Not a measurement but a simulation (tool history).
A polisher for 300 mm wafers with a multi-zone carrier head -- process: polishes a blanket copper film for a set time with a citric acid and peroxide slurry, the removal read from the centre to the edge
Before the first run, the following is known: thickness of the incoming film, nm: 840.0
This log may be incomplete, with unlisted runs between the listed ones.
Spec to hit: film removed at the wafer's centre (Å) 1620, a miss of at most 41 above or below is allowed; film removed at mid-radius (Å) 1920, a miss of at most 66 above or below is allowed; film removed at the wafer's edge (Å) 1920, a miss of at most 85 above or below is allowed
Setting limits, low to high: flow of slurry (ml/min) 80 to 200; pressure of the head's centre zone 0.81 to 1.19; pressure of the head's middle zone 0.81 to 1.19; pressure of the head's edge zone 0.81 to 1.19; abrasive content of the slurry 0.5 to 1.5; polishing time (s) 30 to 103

| run | hour | flow of slurry (ml/min) | pressure of the head's centre zone | pressure of the head's middle zone | pressure of the head's edge zone | abrasive content of the slurry | polishing time (s) | film removed at the wafer's centre (Å) | film removed at mid-radius (Å) | film removed at the wafer's edge (Å) |
|---|---|---|---|---|---|---|---|---|---|---|
| 1 | 0 | 130 | 1 | 1 | 1 | 1 | 66 | 1922.2 | 1951.3 | 1988.1 |
| 2 | 5.1 | 130 | 1 | 1.08 | 1 | 1 | 66 | 1934 | 2084.6 | 2029.4 |
| 3 | 9.1 | 100 | 1 | 1.08 | 1 | 1 | 66 | 1786.6 | 1942.5 | 1911.5 |
| 4 | 14.2 | 95 | 0.98 | 1.09 | 1.01 | 1 | 66 | 1721.9 | 1917.1 | 1905.5 |
| 5 | 16.8 | 95 | 0.98 | 1.09 | 1.01 | 0.85 | 66 | 1673.6 | 1867.3 | 1830 |
| 6 | 25.8 | 80 | 0.98 | 1.09 | 1.01 | 0.85 | 66 | 1560.9 | 1746.8 | 1713.6 |
| 7 | 28.2 | 85 | 0.97 | 1.1 | 1.03 | 0.85 | 66 | 1563.8 | 1806.5 | 1790.7 |
| 8 | 32.2 | 90 | 0.97 | 1.1 | 1.04 | 0.85 | 66 | 1614.5 | 1815.9 | 1846 |

Consider the 4 candidate settings below. Which is the only one whose results all fall within their allowed miss of target?
| A | 36.2 | 105 | 0.83 | 1.05 | 1.19 | 0.85 | 69 | ? | ? | ? |
| B | 36.2 | 105 | 0.96 | 1.15 | 1.13 | 0.7 | 66 | ? | ? | ? |
| C | 36.2 | 80 | 0.91 | 1.13 | 1.03 | 0.9 | 70 | ? | ? | ? |
| D | 36.2 | 100 | 1.01 | 1.12 | 0.99 | 0.9 | 63 | ? | ? | ? |

| move | film removed at the wafer's centre (Å) | film removed at mid-radius (Å) | film removed at the wafer's edge (Å) |
|---|---|---|---|
| A | 1504.3 | 1931.8 | 2105 |
| B | 1604.8 | 1921.2 | 1883.9 |
| C | 1524.4 | 1926.3 | 1888.2 |
| D | 1666.4 | 1857.2 | 1753.6 |
A: brings the last run's worst result on target, with another outside its allowed miss
B: each result inside its tolerance
C: brings the last run's worst result on target, with another outside its allowed miss
D: brings the last run's worst result on target, with another outside its allowed miss
So the answer is move B, the one that meets all the targets.

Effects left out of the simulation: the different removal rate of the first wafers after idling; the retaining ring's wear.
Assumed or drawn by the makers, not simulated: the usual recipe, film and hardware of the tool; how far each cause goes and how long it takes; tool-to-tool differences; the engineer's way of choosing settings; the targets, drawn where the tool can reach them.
